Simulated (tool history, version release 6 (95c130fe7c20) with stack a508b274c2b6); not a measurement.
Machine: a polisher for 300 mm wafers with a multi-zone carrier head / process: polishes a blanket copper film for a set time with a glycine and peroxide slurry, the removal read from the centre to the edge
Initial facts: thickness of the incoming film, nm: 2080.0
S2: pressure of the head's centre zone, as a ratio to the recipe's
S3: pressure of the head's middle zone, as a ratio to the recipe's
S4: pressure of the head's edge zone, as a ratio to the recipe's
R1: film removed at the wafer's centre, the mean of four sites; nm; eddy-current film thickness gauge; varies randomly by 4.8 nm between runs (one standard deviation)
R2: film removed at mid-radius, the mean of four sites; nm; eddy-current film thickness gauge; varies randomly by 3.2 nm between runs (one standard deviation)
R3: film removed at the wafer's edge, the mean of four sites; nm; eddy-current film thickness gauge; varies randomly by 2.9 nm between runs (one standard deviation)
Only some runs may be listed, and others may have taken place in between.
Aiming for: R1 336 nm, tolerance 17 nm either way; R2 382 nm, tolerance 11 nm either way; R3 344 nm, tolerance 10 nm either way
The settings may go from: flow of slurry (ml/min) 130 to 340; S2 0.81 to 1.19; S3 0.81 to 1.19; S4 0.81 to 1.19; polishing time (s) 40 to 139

run 1 hour=0 | flow_of_slurry_(ml/min)=220 S2=1 S3=1 S4=1 polishing_time_(s)=89 | R1=536.15 R2=547.84 R3=545.5
run 2 hour=6.6 | flow_of_slurry_(ml/min)=220 S2=1 S3=1 S4=1.04 polishing_time_(s)=89 | R1=531.69 R2=559.28 R3=558.21
run 3 hour=14 | flow_of_slurry_(ml/min)=220 S2=1 S3=1 S4=0.97 polishing_time_(s)=89 | R1=532.54 R2=555.45 R3=538.14
run 4 hour=21.7 | flow_of_slurry_(ml/min)=215 S2=0.98 S3=1 S4=0.93 polishing_time_(s)=78 | R1=462.46 R2=481.93 R3=472.17
run 5 hour=29.1 | flow_of_slurry_(ml/min)=215 S2=0.97 S3=1.03 S4=0.9 polishing_time_(s)=69 | R1=401.18 R2=430.49 R3=410.08
run 6 hour=32.3 | flow_of_slurry_(ml/min)=215 S2=0.97 S3=0.98 S4=0.9 polishing_time_(s)=69 | R1=408.34 R2=422.7 R3=410.44
run 7 hour=39.9 | flow_of_slurry_(ml/min)=215 S2=0.97 S3=0.98 S4=0.9 polishing_time_(s)=69 | R1=391.79 R2=425.31 R3=411.66
run 8 hour=48 | flow_of_slurry_(ml/min)=220 S2=0.96 S3=1.01 S4=0.87 polishing_time_(s)=65 | R1=380.27 R2=402.76 R3=388.47
run 9 hour=50.9 | flow_of_slurry_(ml/min)=205 S2=0.95 S3=1.05 S4=0.85 polishing_time_(s)=63 | R1=347.51 R2=398.97 R3=371.36
run 10 hour=55.1 | flow_of_slurry_(ml/min)=200 S2=0.96 S3=1.06 S4=0.84 polishing_time_(s)=62 | R1=348.11 R2=388.48 R3=357.78

Exercise: of the 4 proposed moves below, exactly one satisfies all targets within the stated allowed misses. Which move is it?
run A hour=59.3 | flow_of_slurry_(ml/min)=235 S2=0.99 S3=1.08 S4=0.96 polishing_time_(s)=60 | R1=? R2=? R3=?
run B hour=59.3 | flow_of_slurry_(ml/min)=210 S2=0.96 S3=0.94 S4=0.84 polishing_time_(s)=63 | R1=? R2=? R3=?
run C hour=59.3 | flow_of_slurry_(ml/min)=180 S2=0.97 S3=0.99 S4=0.86 polishing_time_(s)=67 | R1=? R2=? R3=?
run D hour=59.3 | flow_of_slurry_(ml/min)=265 S2=0.93 S3=1.04 S4=0.83 polishing_time_(s)=58 | R1=? R2=? R3=?

move=A R1=372.05 R2=395.25 R3=365.93
move=B R1=369.85 R2=374.64 R3=361.78
move=C R1=383.83 R2=398.1 R3=379.36
move=D R1=345.25 R2=381.12 R3=341.12
A: the biggest miss grows against the last run
B: the biggest miss grows against the last run
C: the biggest miss grows against the last run
D: every result lands within tolerance
Go with D: it meets all targets.
